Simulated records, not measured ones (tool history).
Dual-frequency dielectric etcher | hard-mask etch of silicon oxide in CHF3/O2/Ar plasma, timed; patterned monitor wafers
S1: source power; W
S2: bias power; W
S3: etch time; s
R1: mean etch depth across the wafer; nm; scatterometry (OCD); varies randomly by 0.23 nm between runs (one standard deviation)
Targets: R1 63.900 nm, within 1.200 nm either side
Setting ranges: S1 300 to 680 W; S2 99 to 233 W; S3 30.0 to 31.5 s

run 1 hour=0.0 | S1=490 S2=166 S3=30.0 | R1=51.761
run 2 hour=2.4 | S1=410 S2=166 S3=30.0 | R1=49.248
run 3 hour=5.8 | S1=490 S2=166 S3=30.0 | R1=51.446
run 4 hour=8.4 | S1=490 S2=138 S3=30.0 | R1=46.887
run 5 hour=10.3 | S1=530 S2=138 S3=30.0 | R1=47.853
run 6 hour=16.5 | S1=530 S2=138 S3=30.0 | R1=47.890
run 7 hour=19.1 | S1=560 S2=155 S3=30.0 | R1=52.051
run 8 hour=22.8 | S1=580 S2=165 S3=30.0 | R1=54.370
run 9 hour=27.2 | S1=600 S2=173 S3=30.0 | R1=56.222

4 candidate next runs follow, results not yet known. Just one meets every target within its allowed miss. Identify it.
run A hour=31.6 | S1=640 S2=125 S3=30.0 | R1=?
run B hour=31.6 | S1=640 S2=185 S3=31.0 | R1=?
run C hour=31.6 | S1=580 S2=207 S3=30.0 | R1=?
run D hour=31.6 | S1=660 S2=190 S3=31.5 | R1=?

move=A R1=48.490
move=B R1=61.265
move=C R1=60.731
move=D R1=63.692
A: its largest miss is bigger than the last run's
B: nearer the targets than the last run, but a result is still out of spec
C: nearer the targets than the last run, but a result is still out of spec
D: all results land within tolerance of their targets
Correct choice: D, which meets every target
